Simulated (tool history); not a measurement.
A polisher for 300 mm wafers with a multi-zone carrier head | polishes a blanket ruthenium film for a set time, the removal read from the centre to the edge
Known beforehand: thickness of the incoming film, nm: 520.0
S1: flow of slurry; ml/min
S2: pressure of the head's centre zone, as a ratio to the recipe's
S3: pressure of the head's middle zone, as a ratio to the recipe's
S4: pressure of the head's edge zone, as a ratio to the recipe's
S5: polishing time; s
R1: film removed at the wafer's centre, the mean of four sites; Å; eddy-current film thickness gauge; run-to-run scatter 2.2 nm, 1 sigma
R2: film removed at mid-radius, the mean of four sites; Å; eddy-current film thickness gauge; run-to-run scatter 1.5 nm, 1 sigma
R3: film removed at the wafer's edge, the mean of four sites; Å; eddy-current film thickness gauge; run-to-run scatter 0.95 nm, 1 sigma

run	hour	S1	S2	S3	S4	S5	R1	R2	R3
1	0	195	1	1	1	50	1014.9	967.27	982.14
2	2.9	210	1.03	1.05	1.01	53	1098	1071.9	1053.5
3	11.6	210	1.03	1.05	0.96	53	1068.2	1090.3	1013.5
4	17.1	210	1.03	1.05	1.03	53	1110.8	1085	1047.6
5	25.8	220	1.06	1.08	1.05	55	1167.3	1144.5	1122
6	26.8	220	1.06	1.08	1.05	45	951.32	938.9	906.2
7	35.5	230	1.1	1.1	1.03	50	1127.6	1055.6	994.78
8	42.8	240	1.11	1.12	1.03	53	1202.3	1140.4	1057.4

What does the tool deliver on the next run?
9	44.8	245	1.12	1.14	1.02	55	?	?	?

R1: 1249.5 Å
R2: 1223.9 Å
R3: 1088.9 Å
